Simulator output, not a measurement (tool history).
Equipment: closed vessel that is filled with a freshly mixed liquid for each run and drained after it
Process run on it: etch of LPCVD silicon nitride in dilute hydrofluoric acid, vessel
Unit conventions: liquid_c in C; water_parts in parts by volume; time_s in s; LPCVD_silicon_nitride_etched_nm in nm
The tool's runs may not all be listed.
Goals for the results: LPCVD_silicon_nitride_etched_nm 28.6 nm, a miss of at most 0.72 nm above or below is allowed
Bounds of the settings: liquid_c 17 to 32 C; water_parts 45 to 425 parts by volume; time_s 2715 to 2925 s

run,day,liquid_c,water_parts,time_s,LPCVD_silicon_nitride_etched_nm
1,0,24,235,2715,6.0964
2,0.179,24,305,2715,4.6389
3,0.329,24,305,2925,4.9754
4,0.558,25,275,2925,5.8651
5,0.821,25,220,2925,7.353
6,1.133,23,220,2925,6.5653
7,1.35,24,200,2925,7.5573
8,1.479,28,105,2925,18.722
9,1.821,28.5,105,2925,19.235
10,2.079,29,105,2925,20.05
11,2.321,32,60,2925,42.783
12,2.438,31.5,60,2925,40.951

Which one of the following 4 next-run settings gets every result inside its allowed miss? There is exactly one.
A,2.554,31,85,2805,?
B,2.554,31.5,85,2925,?
C,2.554,30.5,80,2735,?
D,2.554,32,110,2925,?

move,LPCVD_silicon_nitride_etched_nm
A,26.6
B,28.62
C,26.709
D,22.749
A: takes the biggest miss from the last run beyond its target
B: meets every target
C: takes the biggest miss from the last run beyond its target
D: takes the biggest miss from the last run beyond its target
The right move is B.
